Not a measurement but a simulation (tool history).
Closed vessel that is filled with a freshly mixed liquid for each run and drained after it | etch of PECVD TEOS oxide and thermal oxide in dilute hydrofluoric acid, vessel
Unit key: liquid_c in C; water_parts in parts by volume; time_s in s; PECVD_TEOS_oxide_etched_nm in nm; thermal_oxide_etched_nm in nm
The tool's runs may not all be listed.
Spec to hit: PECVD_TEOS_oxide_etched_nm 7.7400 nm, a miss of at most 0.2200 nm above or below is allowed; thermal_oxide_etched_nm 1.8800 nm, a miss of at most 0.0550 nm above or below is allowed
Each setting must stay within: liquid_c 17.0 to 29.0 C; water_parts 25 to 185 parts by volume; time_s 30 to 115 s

run  hour  liquid_c  water_parts  time_s  PECVD_TEOS_oxide_etched_nm  thermal_oxide_etched_nm
  1   0.0      21.0          105      60                      9.9320                   2.3986
  2   8.1      19.0          105      60                      9.1670                   2.2248
  3  14.7      18.5          105      60                      9.1153                   2.2130
  4  20.4      18.5          130      60                      7.0668                   1.7197
  5  27.5      18.5          145      60                      6.2667                   1.5117
  6  31.6      19.5          145      60                      6.5288                   1.5670
  7  33.2      20.0          145      60                      6.6495                   1.6170
  8  41.7      20.5          145      60                      6.7325                   1.6225
  9  51.0      21.0          145      60                      6.9226                   1.6836
 10  53.7      21.5          145      60                      6.9808                   1.7001
 11  56.5      22.0          145      60                      7.2060                   1.7474
 12  60.6      22.5          145      60                      7.2079                   1.7916

Which single option among these 4 for the next run brings every result within its allowed miss of target? Just one does.
  A  64.7      22.0          115      50                           ?                        ?
  B  64.7      24.0          145      65                           ?                        ?
  C  64.7      23.0          125      55                           ?                        ?
  D  64.7      27.5          155      60                           ?                        ?

move  PECVD_TEOS_oxide_etched_nm  thermal_oxide_etched_nm
   A                      7.8570                   1.8689
   B                      8.4641                   2.0134
   C                      8.1779                   1.9453
   D                      8.2371                   1.9593
A: meets every target
B: takes the biggest miss from the last run beyond its target
C: takes the biggest miss from the last run beyond its target
D: takes the biggest miss from the last run beyond its target
A is the move that brings every result within its allowed miss.
